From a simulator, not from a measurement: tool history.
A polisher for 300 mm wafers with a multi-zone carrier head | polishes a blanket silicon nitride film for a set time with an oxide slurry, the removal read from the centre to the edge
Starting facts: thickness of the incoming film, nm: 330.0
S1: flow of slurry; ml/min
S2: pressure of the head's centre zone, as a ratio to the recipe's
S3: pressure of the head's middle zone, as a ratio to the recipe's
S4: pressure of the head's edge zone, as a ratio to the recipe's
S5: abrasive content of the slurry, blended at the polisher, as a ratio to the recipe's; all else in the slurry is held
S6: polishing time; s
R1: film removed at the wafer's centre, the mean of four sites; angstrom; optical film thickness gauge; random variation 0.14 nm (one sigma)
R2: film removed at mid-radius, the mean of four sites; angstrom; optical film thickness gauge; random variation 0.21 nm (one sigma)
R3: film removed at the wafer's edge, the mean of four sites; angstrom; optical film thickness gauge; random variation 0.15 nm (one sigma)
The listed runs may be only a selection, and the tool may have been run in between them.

run	hour	S1	S2	S3	S4	S5	S6	R1	R2	R3
1	0	225	1	1	1	1	38	310.04	319.04	318.25
2	2.8	225	1	1	1	1	43	354.06	357.44	358.7
3	4.7	220	0.99	0.97	0.96	0.85	38	290.56	282.86	288.9
4	5.4	220	1.03	0.97	0.96	0.85	38	303.49	289.47	292.75
5	6.3	215	0.98	0.96	0.93	0.75	34	242.84	239.86	243.86
6	13	210	0.96	0.95	0.9	0.7	32	219.1	222.06	221.07

The next listed run, before its measurement:
7	15.7	205	0.94	0.93	0.88	0.65	30	?	?	?

R1: 191.75 angstrom
R2: 195.41 angstrom
R3: 197.86 angstrom
